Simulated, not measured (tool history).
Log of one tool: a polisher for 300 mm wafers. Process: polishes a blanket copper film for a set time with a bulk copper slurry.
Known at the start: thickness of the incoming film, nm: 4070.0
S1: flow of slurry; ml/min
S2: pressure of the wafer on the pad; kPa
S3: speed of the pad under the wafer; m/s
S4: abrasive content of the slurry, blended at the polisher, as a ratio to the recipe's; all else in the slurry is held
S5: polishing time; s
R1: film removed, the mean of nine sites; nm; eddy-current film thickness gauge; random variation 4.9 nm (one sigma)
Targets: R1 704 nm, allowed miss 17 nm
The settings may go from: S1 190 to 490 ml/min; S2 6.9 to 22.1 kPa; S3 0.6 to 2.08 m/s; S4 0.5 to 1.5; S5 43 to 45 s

run  hour   S1    S2    S3  S4  S5      R1
  1     0  315  14.5  1.34   1  43  419.79
  2   1.3  315  14.5   1.1   1  43  359.11
  3   2.3  255  14.5   1.1   1  43  347.97
  4   3.6  255  14.5  1.36   1  43  417.92
  5   5.4  265  15.9  1.36   1  43  456.03
  6  10.5  275  17.2  1.36   1  43  491.56
  7  13.8  285  17.9  1.38   1  43  523.96
  8  21.7  290  18.6  1.38   1  43  534.83
  9  22.4  290  19.3   1.4   1  43  560.39
 10  30.9  290    20  1.42   1  43  574.38
 11  38.7  290  20.7  1.44   1  43  615.97
 12  47.2  290  20.7  1.46   1  43  613.03
 13  50.2  290  20.7  1.48   1  43  619.23
 14  50.8  290  20.7   1.5   1  43  631.94
 15  58.3  290  20.7  1.52   1  43  630.76
 16  62.7  305  22.1  1.54   1  43  684.53

Which of these 4 next moves meets every target?
  A  67.1  280  22.1  1.48  1.05  43   ?
  B  67.1  205  22.1  1.42  1.25  45   ?
  C  67.1  320  22.1   1.6     1  43   ?
  D  67.1  470  22.1  1.36  1.25  43   ?

move      R1
   A  669.37
   B  681.33
   C  715.14
   D  676.44
A: further off than the last run
B: further off than the last run
C: meets every target
D: further off than the last run
Move C is the one to make.
